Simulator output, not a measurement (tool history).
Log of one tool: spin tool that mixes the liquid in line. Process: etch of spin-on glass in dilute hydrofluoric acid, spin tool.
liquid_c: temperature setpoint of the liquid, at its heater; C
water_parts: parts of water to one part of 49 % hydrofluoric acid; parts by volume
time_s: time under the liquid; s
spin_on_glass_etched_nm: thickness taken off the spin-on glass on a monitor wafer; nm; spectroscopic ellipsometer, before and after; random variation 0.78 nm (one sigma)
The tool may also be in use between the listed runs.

run	hour	liquid_c	water_parts	time_s	spin_on_glass_etched_nm
1	0.0	24.0	190	325	56.022
2	5.1	25.5	180	325	62.841
3	9.6	25.5	180	345	66.614
4	12.7	25.5	245	345	44.920
5	18.1	27.0	225	345	52.888
6	21.1	28.5	225	345	56.074
7	22.1	29.0	210	345	62.930
8	24.3	29.5	195	345	69.520

The next listed run, before its measurement:
9	28.0	32.0	140	345	?

{"run 9": {"spin_on_glass_etched_nm": 114.32}}
